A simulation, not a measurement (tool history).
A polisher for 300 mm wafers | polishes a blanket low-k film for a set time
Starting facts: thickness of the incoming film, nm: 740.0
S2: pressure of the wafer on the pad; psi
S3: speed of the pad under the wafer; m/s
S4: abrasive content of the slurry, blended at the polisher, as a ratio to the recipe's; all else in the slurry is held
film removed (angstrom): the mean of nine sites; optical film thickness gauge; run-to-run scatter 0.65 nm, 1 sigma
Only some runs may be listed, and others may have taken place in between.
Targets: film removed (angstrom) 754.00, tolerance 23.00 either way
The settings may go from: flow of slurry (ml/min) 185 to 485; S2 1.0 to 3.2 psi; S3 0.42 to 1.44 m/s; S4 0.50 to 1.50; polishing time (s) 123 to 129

run 1 hour=0.0 | flow_of_slurry_(ml/min)=310 S2=2.1 S3=0.92 S4=1.00 polishing_time_(s)=123 | film_removed_(angstrom)=542.62
run 2 hour=3.9 | flow_of_slurry_(ml/min)=310 S2=2.2 S3=0.92 S4=1.00 polishing_time_(s)=123 | film_removed_(angstrom)=581.42
run 3 hour=8.4 | flow_of_slurry_(ml/min)=310 S2=2.2 S3=0.80 S4=1.00 polishing_time_(s)=123 | film_removed_(angstrom)=505.82
run 4 hour=15.8 | flow_of_slurry_(ml/min)=310 S2=2.3 S3=0.80 S4=1.00 polishing_time_(s)=123 | film_removed_(angstrom)=533.20
run 5 hour=18.7 | flow_of_slurry_(ml/min)=370 S2=2.3 S3=0.80 S4=1.00 polishing_time_(s)=123 | film_removed_(angstrom)=533.45
run 6 hour=22.3 | flow_of_slurry_(ml/min)=370 S2=2.3 S3=0.80 S4=0.85 polishing_time_(s)=123 | film_removed_(angstrom)=503.54
run 7 hour=24.2 | flow_of_slurry_(ml/min)=370 S2=2.4 S3=0.80 S4=0.85 polishing_time_(s)=123 | film_removed_(angstrom)=524.77
run 8 hour=27.1 | flow_of_slurry_(ml/min)=370 S2=2.5 S3=0.80 S4=0.85 polishing_time_(s)=123 | film_removed_(angstrom)=538.62
run 9 hour=29.1 | flow_of_slurry_(ml/min)=370 S2=2.6 S3=0.80 S4=0.85 polishing_time_(s)=123 | film_removed_(angstrom)=570.49
run 10 hour=35.1 | flow_of_slurry_(ml/min)=370 S2=2.7 S3=0.80 S4=0.85 polishing_time_(s)=123 | film_removed_(angstrom)=582.90
run 11 hour=38.2 | flow_of_slurry_(ml/min)=370 S2=2.8 S3=0.80 S4=0.85 polishing_time_(s)=123 | film_removed_(angstrom)=614.93
run 12 hour=39.5 | flow_of_slurry_(ml/min)=370 S2=3.0 S3=0.82 S4=0.85 polishing_time_(s)=123 | film_removed_(angstrom)=656.82
run 13 hour=48.2 | flow_of_slurry_(ml/min)=370 S2=3.1 S3=0.86 S4=0.85 polishing_time_(s)=123 | film_removed_(angstrom)=707.33

Next run, 5 choices. One meets every target within its allowed miss, the rest don't. Which?
run A hour=56.9 | flow_of_slurry_(ml/min)=435 S2=3.2 S3=0.96 S4=0.85 polishing_time_(s)=123 | film_removed_(angstrom)=?
run B hour=56.9 | flow_of_slurry_(ml/min)=300 S2=3.2 S3=0.78 S4=0.85 polishing_time_(s)=123 | film_removed_(angstrom)=?
run C hour=56.9 | flow_of_slurry_(ml/min)=370 S2=3.2 S3=0.96 S4=0.70 polishing_time_(s)=125 | film_removed_(angstrom)=?
run D hour=56.9 | flow_of_slurry_(ml/min)=355 S2=3.0 S3=0.88 S4=0.75 polishing_time_(s)=128 | film_removed_(angstrom)=?
run E hour=56.9 | flow_of_slurry_(ml/min)=355 S2=3.2 S3=0.98 S4=0.80 polishing_time_(s)=127 | film_removed_(angstrom)=?

move=A film_removed_(angstrom)=806.34
move=B film_removed_(angstrom)=669.90
move=C film_removed_(angstrom)=745.56
move=D film_removed_(angstrom)=688.24
move=E film_removed_(angstrom)=815.90
A: the result that was furthest off in the last run now lies on the other side of its target
B: the biggest miss grows against the last run
C: hits every target within its allowed miss
D: the biggest miss grows against the last run
E: the result that was furthest off in the last run now lies on the other side of its target
So the answer is move C, the one that meets all the targets.

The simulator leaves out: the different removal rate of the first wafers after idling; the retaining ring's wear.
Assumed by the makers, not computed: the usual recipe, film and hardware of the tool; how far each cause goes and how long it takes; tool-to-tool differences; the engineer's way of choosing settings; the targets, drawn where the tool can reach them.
